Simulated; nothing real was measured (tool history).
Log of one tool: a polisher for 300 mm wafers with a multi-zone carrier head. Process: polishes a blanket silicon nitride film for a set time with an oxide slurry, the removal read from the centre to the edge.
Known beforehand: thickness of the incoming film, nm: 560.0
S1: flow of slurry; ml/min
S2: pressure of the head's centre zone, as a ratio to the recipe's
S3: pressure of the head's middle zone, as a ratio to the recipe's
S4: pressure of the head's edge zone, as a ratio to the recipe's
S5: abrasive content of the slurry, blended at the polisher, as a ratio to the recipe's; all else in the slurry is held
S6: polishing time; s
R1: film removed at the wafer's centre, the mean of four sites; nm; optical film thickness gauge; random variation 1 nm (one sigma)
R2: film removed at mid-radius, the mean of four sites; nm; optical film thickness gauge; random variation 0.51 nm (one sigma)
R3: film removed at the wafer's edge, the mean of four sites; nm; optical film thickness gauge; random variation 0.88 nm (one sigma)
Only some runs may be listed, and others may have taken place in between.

| run | hour | S1 | S2 | S3 | S4 | S5 | S6 | R1 | R2 | R3 |
|---|---|---|---|---|---|---|---|---|---|---|
| 1 | 0.0 | 205 | 1.00 | 1.00 | 1.00 | 1.0 | 67 | 62.693 | 60.086 | 60.680 |
| 2 | 5.5 | 205 | 1.00 | 1.00 | 1.00 | 1.0 | 73 | 66.418 | 66.196 | 68.254 |
| 3 | 11.5 | 160 | 1.00 | 1.00 | 1.00 | 1.0 | 73 | 64.987 | 62.988 | 66.472 |
| 4 | 12.1 | 160 | 1.00 | 1.00 | 0.92 | 1.0 | 73 | 67.250 | 64.150 | 61.937 |
| 5 | 15.9 | 160 | 1.08 | 1.00 | 0.92 | 1.0 | 73 | 69.984 | 63.226 | 62.398 |
| 6 | 23.8 | 125 | 1.08 | 1.00 | 0.92 | 1.0 | 73 | 68.943 | 61.125 | 61.259 |
| 7 | 27.5 | 130 | 1.09 | 1.00 | 0.94 | 1.0 | 73 | 67.950 | 61.744 | 62.747 |

Forecast run 8:
| 8 | 29.3 | 135 | 1.10 | 0.99 | 0.95 | 1.0 | 73 | ? | ? | ? |

Run 8 gave R1 70.765 nm, R2 61.509 nm, R3 62.313 nm.
